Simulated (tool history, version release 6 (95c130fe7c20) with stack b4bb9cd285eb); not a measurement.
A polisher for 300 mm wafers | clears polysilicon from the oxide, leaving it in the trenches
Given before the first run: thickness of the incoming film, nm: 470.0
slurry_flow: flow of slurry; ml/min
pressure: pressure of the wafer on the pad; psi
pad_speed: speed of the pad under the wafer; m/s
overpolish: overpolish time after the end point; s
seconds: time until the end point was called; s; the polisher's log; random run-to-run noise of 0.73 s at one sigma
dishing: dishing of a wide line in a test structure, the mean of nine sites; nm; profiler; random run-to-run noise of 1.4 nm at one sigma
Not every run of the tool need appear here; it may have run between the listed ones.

run 1 hour=0.0 | slurry_flow=125 pressure=1.9 pad_speed=1.02 overpolish=13 | seconds=61.433 dishing=59.070
run 2 hour=7.5 | slurry_flow=125 pressure=1.9 pad_speed=1.14 overpolish=13 | seconds=55.128 dishing=60.582
run 3 hour=12.4 | slurry_flow=120 pressure=1.8 pad_speed=1.14 overpolish=14 | seconds=58.133 dishing=60.888
run 4 hour=18.8 | slurry_flow=115 pressure=1.7 pad_speed=1.14 overpolish=15 | seconds=62.117 dishing=63.235
run 5 hour=26.3 | slurry_flow=110 pressure=1.7 pad_speed=1.14 overpolish=15 | seconds=64.079 dishing=62.348
run 6 hour=32.9 | slurry_flow=105 pressure=1.7 pad_speed=1.14 overpolish=15 | seconds=63.768 dishing=63.412
run 7 hour=40.6 | slurry_flow=100 pressure=1.7 pad_speed=1.14 overpolish=15 | seconds=64.547 dishing=60.785
-- hour=45.7 slurry nozzle cleaned
run 8 hour=45.7 | slurry_flow=95 pressure=1.7 pad_speed=1.14 overpolish=16 | seconds=58.460 dishing=64.930

What will run 9 give?
run 9 hour=54.0 | slurry_flow=105 pressure=1.7 pad_speed=1.14 overpolish=16 | seconds=? dishing=?

Run 9 measured seconds 57.983 s, dishing 64.415 nm.
